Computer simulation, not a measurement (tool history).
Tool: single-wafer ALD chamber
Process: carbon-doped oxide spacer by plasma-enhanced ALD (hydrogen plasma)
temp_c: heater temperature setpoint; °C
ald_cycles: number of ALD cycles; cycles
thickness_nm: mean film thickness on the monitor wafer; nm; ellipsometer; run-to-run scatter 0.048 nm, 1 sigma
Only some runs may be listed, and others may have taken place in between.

run,hour,temp_c,ald_cycles,thickness_nm
1,0.0,380,225,12.0740
2,7.8,380,209,11.1450
3,15.0,380,236,12.5780
4,18.4,376,236,12.5920
5,20.7,376,218,11.7360
6,27.1,376,198,10.5550
7,36.0,376,190,10.1430
8,43.7,376,184,9.7719
9,47.8,376,180,9.5920

Predict the results of run 10:
10,52.6,376,177,?

thickness_nm: 9.4471 nm
